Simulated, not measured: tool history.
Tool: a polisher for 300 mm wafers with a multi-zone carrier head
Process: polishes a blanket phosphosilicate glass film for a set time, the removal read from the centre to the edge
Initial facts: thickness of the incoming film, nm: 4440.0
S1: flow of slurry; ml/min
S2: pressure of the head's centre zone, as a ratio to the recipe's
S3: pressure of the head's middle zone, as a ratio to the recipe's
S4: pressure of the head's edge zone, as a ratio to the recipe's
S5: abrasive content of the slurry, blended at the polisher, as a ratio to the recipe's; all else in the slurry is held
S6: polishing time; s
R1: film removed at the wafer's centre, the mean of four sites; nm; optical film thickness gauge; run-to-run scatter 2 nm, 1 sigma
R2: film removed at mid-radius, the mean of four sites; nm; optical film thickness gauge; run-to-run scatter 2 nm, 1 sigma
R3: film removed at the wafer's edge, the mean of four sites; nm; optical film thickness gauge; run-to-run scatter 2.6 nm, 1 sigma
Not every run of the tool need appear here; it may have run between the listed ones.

run 1 day=0.000 | S1=235 S2=1.00 S3=1.00 S4=1.00 S5=1.00 S6=73 | R1=436.21 R2=423.16 R3=411.71
run 2 day=0.025 | S1=215 S2=0.94 S3=0.95 S4=1.03 S5=0.95 S6=73 | R1=391.25 R2=395.34 R3=403.36
run 3 day=0.179 | S1=200 S2=0.91 S3=0.91 S4=1.08 S5=0.90 S6=73 | R1=369.08 R2=370.99 R3=399.58
run 4 day=0.408 | S1=250 S2=0.91 S3=0.91 S4=1.08 S5=0.90 S6=73 | R1=380.41 R2=384.78 R3=409.59
run 5 day=0.758 | S1=270 S2=0.91 S3=0.91 S4=1.08 S5=0.90 S6=73 | R1=386.32 R2=381.16 R3=409.88
run 6 day=0.908 | S1=310 S2=0.91 S3=0.91 S4=1.08 S5=0.90 S6=73 | R1=391.39 R2=387.20 R3=416.34
run 7 day=1.096 | S1=245 S2=0.81 S3=0.81 S4=1.18 S5=0.65 S6=73 | R1=279.36 R2=283.83 R3=350.06
run 8 day=1.192 | S1=310 S2=0.81 S3=0.83 S4=1.19 S5=0.75 S6=73 | R1=312.30 R2=326.32 R3=397.25
-- day=1.546 edge zone pressure recalibrated
run 9 day=1.546 | S1=300 S2=0.81 S3=0.83 S4=1.19 S5=0.75 S6=73 | R1=309.10 R2=325.87 R3=416.89
run 10 day=1.804 | S1=285 S2=0.82 S3=0.83 S4=1.18 S5=0.75 S6=73 | R1=313.67 R2=322.62 R3=415.61

Run 11 comes next. What will it give?
run 11 day=2.100 | S1=270 S2=0.82 S3=0.83 S4=1.17 S5=0.75 S6=73 | R1=? R2=? R3=?

R1: 312.12 nm
R2: 322.53 nm
R3: 404.32 nm
